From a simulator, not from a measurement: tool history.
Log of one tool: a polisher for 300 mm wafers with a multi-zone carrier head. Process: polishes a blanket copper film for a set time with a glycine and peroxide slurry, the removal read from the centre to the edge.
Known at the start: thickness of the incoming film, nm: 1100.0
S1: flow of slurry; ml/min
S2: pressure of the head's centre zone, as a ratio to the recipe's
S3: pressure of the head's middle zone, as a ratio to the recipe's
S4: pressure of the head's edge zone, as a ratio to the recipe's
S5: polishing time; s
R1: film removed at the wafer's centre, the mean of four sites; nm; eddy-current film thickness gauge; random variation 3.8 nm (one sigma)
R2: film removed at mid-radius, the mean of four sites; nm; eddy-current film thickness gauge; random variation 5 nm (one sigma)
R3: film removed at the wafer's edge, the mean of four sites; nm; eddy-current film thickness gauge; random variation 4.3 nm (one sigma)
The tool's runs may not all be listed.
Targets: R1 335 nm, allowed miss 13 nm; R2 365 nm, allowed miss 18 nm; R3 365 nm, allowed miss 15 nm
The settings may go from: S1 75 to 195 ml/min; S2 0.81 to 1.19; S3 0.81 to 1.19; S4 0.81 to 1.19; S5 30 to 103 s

run  hour   S1    S2    S3    S4  S5      R1      R2      R3
  1     0  125     1     1     1  66  403.08  408.89  382.29
  2   0.6  150     1     1     1  66  419.03  407.13  381.86
  3   4.5  140  0.96  0.98     1  65  385.74  391.21  389.79
  4  10.5  140  0.96  1.04     1  65  391.99  414.64  373.96
  5  15.1  140  1.03  1.04     1  65  412.88  406.89  374.81
  6  20.5  140  0.96  1.04     1  65  395.38  421.84  382.26
  7  29.2  130  0.94  1.01  0.99  64   372.2  397.83  377.31
  8  37.6  125  0.93     1  0.98  63  362.88  388.29  363.33
  9    43  120  0.91  0.98  0.98  63     345   374.3  358.36

5 next moves are on the table. One of them brings every result within its allowed miss. Which?
  A  48.4  100  0.89  1.08  0.92  59   ?   ?   ?
  B  48.4  115  0.87  0.96  0.99  63   ?   ?   ?
  C  48.4  130  0.97  1.04  0.98  56   ?   ?   ?
  D  48.4  125  0.99  0.93  0.91  62   ?   ?   ?
  E  48.4  100  0.95  1.01  0.99  66   ?   ?   ?

move      R1      R2      R3
   A  312.82  355.97  325.19
   B  338.48  353.89  367.11
   C  337.83  344.25  329.64
   D     377  344.42  351.23
   E  368.94  376.02  376.93
A: takes the result that was furthest off past its target
B: meets every target
C: brings the result that was furthest off to its target, and leaves another outside
D: further off than the last run
E: further off than the last run
Move B is the one to make.
